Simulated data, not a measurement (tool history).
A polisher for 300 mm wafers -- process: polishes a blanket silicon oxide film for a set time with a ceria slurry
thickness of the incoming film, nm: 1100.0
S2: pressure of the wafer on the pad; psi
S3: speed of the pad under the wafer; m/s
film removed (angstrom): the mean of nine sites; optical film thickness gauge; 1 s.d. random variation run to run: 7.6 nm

{"run": 1, "hour": 0.0, "flow of slurry (ml/min)": 310, "S2": 3.3, "S3": 1.42, "polishing time (s)": 66, "film removed (angstrom)": 3909.9}
{"run": 2, "hour": 2.6, "flow of slurry (ml/min)": 310, "S2": 3.6, "S3": 1.44, "polishing time (s)": 66, "film removed (angstrom)": 4300.6}
{"run": 3, "hour": 11.4, "flow of slurry (ml/min)": 310, "S2": 3.9, "S3": 1.44, "polishing time (s)": 66, "film removed (angstrom)": 4591.4}
{"run": 4, "hour": 19.3, "flow of slurry (ml/min)": 310, "S2": 3.9, "S3": 1.7, "polishing time (s)": 66, "film removed (angstrom)": 5178.3}
{"run": 5, "hour": 21.6, "flow of slurry (ml/min)": 310, "S2": 3.3, "S3": 1.7, "polishing time (s)": 66, "film removed (angstrom)": 4760.1}
{"run": 6, "hour": 28.7, "flow of slurry (ml/min)": 310, "S2": 3.5, "S3": 1.72, "polishing time (s)": 66, "film removed (angstrom)": 4896.6}
{"run": 7, "hour": 31.5, "flow of slurry (ml/min)": 310, "S2": 3.7, "S3": 1.74, "polishing time (s)": 66, "film removed (angstrom)": 5233.3}
{"run": 8, "hour": 37.9, "flow of slurry (ml/min)": 310, "S2": 3.8, "S3": 1.74, "polishing time (s)": 66, "film removed (angstrom)": 5161.4}
{"run": 9, "hour": 46.0, "flow of slurry (ml/min)": 310, "S2": 3.9, "S3": 1.76, "polishing time (s)": 66, "film removed (angstrom)": 5303.6}

Expected results for the next run?
{"run": 10, "hour": 51.3, "flow of slurry (ml/min)": 310, "S2": 4.0, "S3": 1.76, "polishing time (s)": 66, "film removed (angstrom)": "?"}

{"run 10": {"film removed (angstrom)": 5447.6}}
